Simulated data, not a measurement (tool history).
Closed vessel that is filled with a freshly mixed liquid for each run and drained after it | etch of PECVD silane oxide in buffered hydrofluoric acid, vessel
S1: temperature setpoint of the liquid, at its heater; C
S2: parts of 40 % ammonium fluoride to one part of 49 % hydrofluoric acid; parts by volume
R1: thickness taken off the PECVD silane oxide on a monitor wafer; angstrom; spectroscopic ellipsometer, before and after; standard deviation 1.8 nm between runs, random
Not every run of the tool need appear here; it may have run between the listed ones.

{"run": 1, "hour": 0.0, "S1": 20.0, "S2": 21.0, "time in the liquid (s)": 100, "R1": 890.67}
{"run": 2, "hour": 7.3, "S1": 21.5, "S2": 21.0, "time in the liquid (s)": 100, "R1": 962.12}
{"run": 3, "hour": 13.7, "S1": 23.5, "S2": 21.0, "time in the liquid (s)": 100, "R1": 1081.5}
{"run": 4, "hour": 19.1, "S1": 25.0, "S2": 18.5, "time in the liquid (s)": 100, "R1": 1314.5}
{"run": 5, "hour": 26.4, "S1": 25.0, "S2": 18.5, "time in the liquid (s)": 110, "R1": 1432.3}
{"run": 6, "hour": 32.6, "S1": 27.5, "S2": 18.5, "time in the liquid (s)": 110, "R1": 1625.3}

The next listed run, before its measurement:
{"run": 7, "hour": 38.3, "S1": 27.5, "S2": 17.5, "time in the liquid (s)": 110, "R1": "?"}

R1: 1716.20 angstrom
